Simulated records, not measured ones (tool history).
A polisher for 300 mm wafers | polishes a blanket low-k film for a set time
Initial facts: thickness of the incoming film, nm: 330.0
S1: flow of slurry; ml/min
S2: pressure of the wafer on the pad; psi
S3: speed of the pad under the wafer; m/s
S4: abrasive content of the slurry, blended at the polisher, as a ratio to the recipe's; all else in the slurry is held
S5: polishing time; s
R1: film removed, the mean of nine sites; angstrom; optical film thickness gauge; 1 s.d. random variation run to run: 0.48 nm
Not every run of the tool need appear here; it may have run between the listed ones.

run,hour,S1,S2,S3,S4,S5,R1
1,0.0,175,2.2,1.12,1.0,118,533.34
2,0.9,175,2.7,1.12,1.0,118,623.65
3,4.4,150,2.7,1.12,1.0,118,608.47
4,13.4,150,2.9,1.12,1.0,118,635.04
# hour 14.4: head pressure recalibrated
5,14.4,150,2.9,1.12,1.0,118,609.14
6,17.0,150,3.3,1.12,1.0,118,684.67

Run 7, settings as shown, results not yet in. Your forecast:
7,21.3,150,3.0,1.04,1.0,118,?

{"run 7": {"R1": 609.86}}
